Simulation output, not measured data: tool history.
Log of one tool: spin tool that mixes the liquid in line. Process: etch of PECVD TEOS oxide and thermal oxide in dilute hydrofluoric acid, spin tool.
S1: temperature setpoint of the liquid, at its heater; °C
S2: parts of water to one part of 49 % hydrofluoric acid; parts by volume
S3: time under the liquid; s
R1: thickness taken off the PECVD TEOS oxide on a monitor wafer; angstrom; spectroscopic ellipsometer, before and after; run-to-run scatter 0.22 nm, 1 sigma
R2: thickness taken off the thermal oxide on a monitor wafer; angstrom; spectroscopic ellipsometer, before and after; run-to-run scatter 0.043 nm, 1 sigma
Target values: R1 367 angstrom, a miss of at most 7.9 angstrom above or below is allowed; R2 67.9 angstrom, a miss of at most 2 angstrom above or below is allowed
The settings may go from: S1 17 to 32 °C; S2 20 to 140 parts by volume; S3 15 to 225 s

run  hour    S1  S2   S3      R1      R2
  1     0    24  75  115  387.02  71.217
  2   7.5    24  75  160   540.1  100.11
  3  10.9    24  75  180  608.53  111.43
  4  17.6    23  80  180  548.62  101.57
  5  19.9    22  80  180  527.27  96.962
  6  23.6    22  80  220  638.38  119.17
  7  32.2    21  85  220  578.25   105.9
  8  38.4  20.5  90  220  530.14  98.368
  9  40.4    20  95  220     487  90.045

Exercise: of the 4 proposed moves below, exactly one satisfies all targets within the stated allowed misses. Which move is it?
  A  42.4    20   95  175   ?   ?
  B  42.4    23  130  225   ?   ?
  C  42.4  17.5  100  205   ?   ?
  D  42.4  19.5  100  180   ?   ?

move      R1      R2
   A  389.95   71.37
   B  396.28  72.529
   C  389.03  71.202
   D  371.14  67.927
A: moves toward the targets from the last run without getting all of them in spec
B: moves toward the targets from the last run without getting all of them in spec
C: moves toward the targets from the last run without getting all of them in spec
D: all results land within tolerance of their targets
D meets every target.

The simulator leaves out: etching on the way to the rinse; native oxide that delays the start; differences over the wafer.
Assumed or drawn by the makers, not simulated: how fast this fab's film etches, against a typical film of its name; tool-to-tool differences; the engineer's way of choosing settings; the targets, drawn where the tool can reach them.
